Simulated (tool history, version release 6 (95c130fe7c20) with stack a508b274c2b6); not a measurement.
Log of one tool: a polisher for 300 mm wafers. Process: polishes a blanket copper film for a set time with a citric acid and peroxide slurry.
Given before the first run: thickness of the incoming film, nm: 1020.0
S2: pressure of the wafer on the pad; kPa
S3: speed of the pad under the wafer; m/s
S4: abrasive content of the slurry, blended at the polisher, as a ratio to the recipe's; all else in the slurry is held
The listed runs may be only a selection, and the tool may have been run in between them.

{"run": 1, "day": 0.0, "flow of slurry (ml/min)": 215, "S2": 14.5, "S3": 0.76, "S4": 1, "polishing time (s)": 62, "film removed (Å)": 695.65}
{"run": 2, "day": 0.233, "flow of slurry (ml/min)": 245, "S2": 14.5, "S3": 0.76, "S4": 1, "polishing time (s)": 62, "film removed (Å)": 702.78}
{"run": 3, "day": 0.329, "flow of slurry (ml/min)": 245, "S2": 14.5, "S3": 0.76, "S4": 1, "polishing time (s)": 65, "film removed (Å)": 740.05}
{"run": 4, "day": 0.683, "flow of slurry (ml/min)": 245, "S2": 15.2, "S3": 0.76, "S4": 1, "polishing time (s)": 65, "film removed (Å)": 773.24}
{"run": 5, "day": 0.875, "flow of slurry (ml/min)": 245, "S2": 15.2, "S3": 0.94, "S4": 1, "polishing time (s)": 65, "film removed (Å)": 958.33}
{"run": 6, "day": 0.954, "flow of slurry (ml/min)": 245, "S2": 11.7, "S3": 0.94, "S4": 1, "polishing time (s)": 65, "film removed (Å)": 743.21}
{"run": 7, "day": 1.083, "flow of slurry (ml/min)": 245, "S2": 12.4, "S3": 0.94, "S4": 1, "polishing time (s)": 65, "film removed (Å)": 780.92}

Run 8, settings as shown, results not yet in. Your forecast:
{"run": 8, "day": 1.238, "flow of slurry (ml/min)": 245, "S2": 13.1, "S3": 0.94, "S4": 1, "polishing time (s)": 65, "film removed (Å)": "?"}

{"run 8": {"film removed (Å)": 832.78}}
